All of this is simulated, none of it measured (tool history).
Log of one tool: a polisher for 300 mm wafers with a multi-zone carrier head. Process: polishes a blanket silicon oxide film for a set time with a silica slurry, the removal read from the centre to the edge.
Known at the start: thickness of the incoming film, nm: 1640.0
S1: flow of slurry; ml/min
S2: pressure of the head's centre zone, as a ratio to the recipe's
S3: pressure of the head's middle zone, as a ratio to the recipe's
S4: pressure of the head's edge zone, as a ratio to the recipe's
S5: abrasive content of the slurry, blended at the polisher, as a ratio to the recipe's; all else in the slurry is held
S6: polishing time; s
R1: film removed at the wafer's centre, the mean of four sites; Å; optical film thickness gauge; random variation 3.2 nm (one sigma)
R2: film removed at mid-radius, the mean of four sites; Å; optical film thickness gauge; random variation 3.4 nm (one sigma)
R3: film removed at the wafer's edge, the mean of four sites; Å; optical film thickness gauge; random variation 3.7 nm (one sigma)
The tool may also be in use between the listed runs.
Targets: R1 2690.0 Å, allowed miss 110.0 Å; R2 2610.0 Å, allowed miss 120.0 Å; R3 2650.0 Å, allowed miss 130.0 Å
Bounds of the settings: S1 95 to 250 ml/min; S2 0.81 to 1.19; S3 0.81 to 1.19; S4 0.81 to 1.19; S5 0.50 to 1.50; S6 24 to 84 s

run	hour	S1	S2	S3	S4	S5	S6	R1	R2	R3
1	0.0	160	1.00	1.00	1.00	1.00	54	1784.9	1729.1	1792.7
2	2.3	160	1.00	1.07	1.00	1.00	54	1767.7	1847.9	1790.2
3	9.7	160	1.00	1.07	1.00	1.00	67	2176.1	2250.3	2211.3
4	11.9	145	1.00	1.07	1.00	1.00	67	2170.8	2231.0	2181.4
5	19.8	150	1.01	1.07	1.01	1.05	67	2245.1	2297.2	2250.8
6	21.8	155	1.02	1.07	1.02	1.05	67	2272.7	2332.2	2272.7
7	26.1	160	1.03	1.07	1.03	1.05	67	2323.5	2291.0	2283.4
8	29.9	165	1.03	1.07	1.04	1.10	67	2426.0	2451.6	2418.1
9	36.3	170	1.03	1.07	1.05	1.10	67	2424.1	2439.1	2329.5
10	37.9	165	1.03	1.06	1.05	1.15	67	2414.5	2454.6	2447.2
11	41.4	170	1.03	1.06	1.05	1.15	67	2426.1	2528.0	2454.9

Which of these 4 next moves meets every target?
A	44.9	215	1.15	1.17	1.01	1.20	60	?	?	?
B	44.9	195	1.02	1.04	1.05	1.10	73	?	?	?
C	44.9	165	0.82	1.04	1.11	1.50	67	?	?	?
D	44.9	180	1.09	1.12	0.99	1.25	64	?	?	?

move	R1	R2	R3
A	2606.4	2594.4	2285.6
B	2650.6	2700.0	2694.8
C	2163.3	2758.2	2849.9
D	2600.7	2641.6	2411.3
A: brings the result that was furthest off to its target, and leaves another outside
B: meets every target
C: further off than the last run
D: brings the result that was furthest off to its target, and leaves another outside
Answer: B
